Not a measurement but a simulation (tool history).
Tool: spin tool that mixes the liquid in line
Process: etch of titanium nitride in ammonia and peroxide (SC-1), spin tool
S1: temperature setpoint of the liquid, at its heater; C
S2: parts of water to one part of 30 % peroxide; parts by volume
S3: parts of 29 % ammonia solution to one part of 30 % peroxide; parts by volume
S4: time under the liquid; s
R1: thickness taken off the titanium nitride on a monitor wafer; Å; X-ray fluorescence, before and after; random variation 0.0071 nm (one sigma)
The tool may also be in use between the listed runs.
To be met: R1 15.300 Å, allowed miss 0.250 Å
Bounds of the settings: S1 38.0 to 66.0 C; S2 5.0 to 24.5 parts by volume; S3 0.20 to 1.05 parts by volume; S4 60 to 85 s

run    day    S1    S2    S3  S4      R1
  1  0.000  50.0  13.5  0.55  85  27.896
  2  0.333  50.0  17.5  0.55  85  24.207
  3  0.617  55.5  17.5  0.55  85  35.230
  4  0.992  54.0  17.5  0.55  85  31.845
  5  1.192  53.0  17.5  0.55  85  29.844
  6  1.212  52.0  17.5  0.55  85  27.935
  7  1.454  51.0  17.5  0.55  85  25.919
  8  1.504  50.0  17.5  0.55  85  24.284
     1.829  -- thermometer replaced
  9  1.829  49.5  17.5  0.55  85  21.716
 10  1.912  49.0  17.5  0.55  85  20.818
 11  2.008  48.5  17.5  0.55  85  20.263

Which of these 4 next moves meets every target?
  A  2.104  47.5   8.5  0.50  80   ?
  B  2.104  50.5  24.5  0.70  65   ?
  C  2.104  47.5  19.0  0.85  60   ?
  D  2.104  48.0  21.0  0.70  60   ?

move      R1
   A  25.415
   B  15.294
   C  13.639
   D  12.915
A: further off than the last run
B: meets every target
C: takes the result that was furthest off past its target
D: takes the result that was furthest off past its target
Answer: B
